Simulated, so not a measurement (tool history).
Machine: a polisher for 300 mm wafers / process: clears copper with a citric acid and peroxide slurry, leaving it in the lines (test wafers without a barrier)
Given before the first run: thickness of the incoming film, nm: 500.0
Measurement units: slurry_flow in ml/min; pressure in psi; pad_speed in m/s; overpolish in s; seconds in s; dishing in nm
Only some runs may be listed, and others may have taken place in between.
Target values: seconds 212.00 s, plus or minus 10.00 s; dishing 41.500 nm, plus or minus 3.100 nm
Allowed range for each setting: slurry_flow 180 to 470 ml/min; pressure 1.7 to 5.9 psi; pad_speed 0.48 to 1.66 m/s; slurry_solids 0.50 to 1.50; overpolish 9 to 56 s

run 1 hour=0.0 | slurry_flow=300 pressure=3.8 pad_speed=1.06 slurry_solids=1.00 overpolish=29 | seconds=160.56 dishing=50.019
run 2 hour=2.7 | slurry_flow=300 pressure=3.6 pad_speed=1.06 slurry_solids=1.00 overpolish=29 | seconds=170.01 dishing=47.644
run 3 hour=8.9 | slurry_flow=300 pressure=3.6 pad_speed=0.94 slurry_solids=1.00 overpolish=29 | seconds=189.47 dishing=43.320
run 4 hour=16.9 | slurry_flow=300 pressure=3.6 pad_speed=0.94 slurry_solids=1.00 overpolish=22 | seconds=184.15 dishing=36.779
run 5 hour=19.6 | slurry_flow=300 pressure=3.5 pad_speed=0.94 slurry_solids=1.00 overpolish=24 | seconds=192.80 dishing=37.193
-- hour=25.7 slurry blender recalibrated
run 6 hour=25.7 | slurry_flow=300 pressure=3.5 pad_speed=0.94 slurry_solids=1.00 overpolish=25 | seconds=175.06 dishing=39.721
run 7 hour=31.2 | slurry_flow=300 pressure=3.3 pad_speed=0.92 slurry_solids=1.00 overpolish=27 | seconds=196.57 dishing=40.389
run 8 hour=38.9 | slurry_flow=300 pressure=3.2 pad_speed=0.92 slurry_solids=1.00 overpolish=27 | seconds=200.06 dishing=38.649
run 9 hour=46.0 | slurry_flow=300 pressure=3.2 pad_speed=0.92 slurry_solids=1.00 overpolish=27 | seconds=198.81 dishing=39.745

Which of these 5 next moves meets every target?
run A hour=53.1 | slurry_flow=310 pressure=3.2 pad_speed=0.98 slurry_solids=0.95 overpolish=27 | seconds=? dishing=?
run B hour=53.1 | slurry_flow=305 pressure=3.2 pad_speed=0.90 slurry_solids=0.85 overpolish=23 | seconds=? dishing=?
run C hour=53.1 | slurry_flow=260 pressure=2.9 pad_speed=1.00 slurry_solids=0.85 overpolish=23 | seconds=? dishing=?
run D hour=53.1 | slurry_flow=395 pressure=2.9 pad_speed=0.94 slurry_solids=0.95 overpolish=31 | seconds=? dishing=?
run E hour=53.1 | slurry_flow=275 pressure=3.3 pad_speed=0.96 slurry_solids=0.90 overpolish=23 | seconds=? dishing=?

move=A seconds=190.47 dishing=40.387
move=B seconds=212.55 dishing=33.188
move=C seconds=214.41 dishing=32.750
move=D seconds=213.81 dishing=40.699
move=E seconds=193.20 dishing=35.710
A: lands further from the targets than the last run did
B: brings the last run's worst result on target, with another outside its allowed miss
C: brings the last run's worst result on target, with another outside its allowed miss
D: every result lands within tolerance
E: lands further from the targets than the last run did
Correct choice: D, which meets every target
